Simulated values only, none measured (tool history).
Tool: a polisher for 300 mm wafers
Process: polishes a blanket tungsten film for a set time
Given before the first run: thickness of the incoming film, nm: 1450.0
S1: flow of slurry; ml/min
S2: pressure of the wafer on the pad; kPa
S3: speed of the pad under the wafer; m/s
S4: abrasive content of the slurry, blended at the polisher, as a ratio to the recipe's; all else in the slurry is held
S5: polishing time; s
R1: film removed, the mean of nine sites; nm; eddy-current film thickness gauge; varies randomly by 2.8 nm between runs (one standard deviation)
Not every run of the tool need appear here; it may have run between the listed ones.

| run | hour | S1 | S2 | S3 | S4 | S5 | R1 |
|---|---|---|---|---|---|---|---|
| 1 | 0.0 | 235 | 24.1 | 1.02 | 1.00 | 127 | 582.32 |
| 2 | 4.0 | 235 | 24.1 | 1.02 | 0.85 | 127 | 551.04 |
| 3 | 11.4 | 230 | 21.4 | 1.02 | 0.85 | 127 | 494.92 |
| 4 | 15.6 | 230 | 21.4 | 1.02 | 0.85 | 132 | 513.68 |
| 5 | 18.0 | 225 | 19.3 | 1.02 | 0.85 | 132 | 473.68 |
| 6 | 25.8 | 225 | 19.3 | 1.02 | 0.85 | 132 | 467.58 |

Run 7 is up next; what results do you expect?
| 7 | 30.4 | 210 | 12.4 | 1.02 | 0.85 | 132 | ? |

Logged for run 7: R1 323.04 nm.
